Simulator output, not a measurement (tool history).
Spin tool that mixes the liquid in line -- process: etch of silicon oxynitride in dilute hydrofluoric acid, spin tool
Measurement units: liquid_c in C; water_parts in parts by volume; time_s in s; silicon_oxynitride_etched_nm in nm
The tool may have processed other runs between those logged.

run    day  liquid_c  water_parts  time_s  silicon_oxynitride_etched_nm
  1      0        21          265     325                        4.2925
  2   0.25      23.5          215     325                        6.2028
  3  0.604      23.5          175     325                        7.8414
  4  0.704      23.5          175     345                         8.231
  5  0.742      21.5          175     345                        7.5399
  6  0.888        24          165     345                        8.9976

For run 7, what comes out?
  7  1.012      25.5          160     345                             ?

silicon_oxynitride_etched_nm: 10.049 nm

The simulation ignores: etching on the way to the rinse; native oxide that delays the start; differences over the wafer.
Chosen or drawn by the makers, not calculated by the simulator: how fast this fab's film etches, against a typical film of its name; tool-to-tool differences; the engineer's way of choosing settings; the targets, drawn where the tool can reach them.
